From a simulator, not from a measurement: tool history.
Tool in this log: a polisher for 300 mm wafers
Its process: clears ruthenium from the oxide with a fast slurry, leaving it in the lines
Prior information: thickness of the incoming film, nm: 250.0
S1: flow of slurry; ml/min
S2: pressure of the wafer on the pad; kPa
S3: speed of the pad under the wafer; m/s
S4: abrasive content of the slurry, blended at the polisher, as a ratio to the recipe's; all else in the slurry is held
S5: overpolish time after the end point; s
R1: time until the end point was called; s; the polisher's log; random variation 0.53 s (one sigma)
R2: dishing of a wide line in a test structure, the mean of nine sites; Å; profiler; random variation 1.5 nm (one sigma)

run 1 day=0.000 | S1=250 S2=23.4 S3=1.26 S4=1.0 S5=16 | R1=46.600 R2=604.97
run 2 day=0.267 | S1=250 S2=23.4 S3=1.26 S4=1.0 S5=21 | R1=47.753 R2=783.65
run 3 day=0.367 | S1=250 S2=24.8 S3=1.26 S4=1.0 S5=21 | R1=45.606 R2=803.82
run 4 day=0.508 | S1=250 S2=24.8 S3=1.26 S4=1.0 S5=19 | R1=45.567 R2=739.76
run 5 day=0.662 | S1=250 S2=24.8 S3=1.26 S4=1.0 S5=15 | R1=45.340 R2=631.92
run 6 day=0.921 | S1=250 S2=26.2 S3=1.26 S4=1.0 S5=16 | R1=43.358 R2=676.39
-- day=1.238 head pressure recalibrated
run 7 day=1.238 | S1=250 S2=27.6 S3=1.26 S4=1.0 S5=17 | R1=37.286 R2=792.94

Estimate the outcome of run 8 from the log above:
run 8 day=1.333 | S1=250 S2=27.6 S3=1.26 S4=1.0 S5=18 | R1=? R2=?

Run 8 gave R1 36.131 s, R2 837.89 Å.
